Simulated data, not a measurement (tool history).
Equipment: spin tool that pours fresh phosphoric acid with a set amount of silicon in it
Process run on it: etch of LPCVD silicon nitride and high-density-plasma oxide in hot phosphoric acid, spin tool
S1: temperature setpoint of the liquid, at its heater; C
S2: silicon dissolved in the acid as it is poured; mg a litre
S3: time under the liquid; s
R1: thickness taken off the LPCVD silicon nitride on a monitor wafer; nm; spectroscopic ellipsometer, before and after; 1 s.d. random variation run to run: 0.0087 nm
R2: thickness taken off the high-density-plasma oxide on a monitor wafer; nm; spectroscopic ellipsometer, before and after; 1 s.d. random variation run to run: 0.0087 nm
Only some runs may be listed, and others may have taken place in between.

| run | hour | S1 | S2 | S3 | R1 | R2 |
|---|---|---|---|---|---|---|
| 1 | 0 | 159 | 11 | 70 | 5.3162 | 0.073122 |
| 2 | 2.8 | 158.5 | 11 | 55 | 4.1134 | 0.074815 |
| 3 | 7.4 | 157.5 | 11 | 55 | 3.9529 | 0.086524 |
| 4 | 11.3 | 157.5 | 11 | 30 | 2.1416 | 0.040111 |
| 5 | 18.4 | 157.5 | 11 | 15 | 1.0827 | 0.023504 |
| 6 | 26.5 | 157.5 | 11 | 40 | 2.8944 | 0.061572 |
| 7 | 28.2 | 156.5 | 15 | 25 | 1.7378 | 0.0255 |
| 8 | 33.6 | 156.5 | 14.5 | 25 | 1.7349 | 0.024068 |
| 9 | 37.4 | 156.5 | 14 | 25 | 1.7387 | 0.021445 |

The next listed run, before its measurement:
| 10 | 41 | 156.5 | 13.5 | 25 | ? | ? |

{"run 10": {"R1": 1.7335, "R2": 0.020969}}
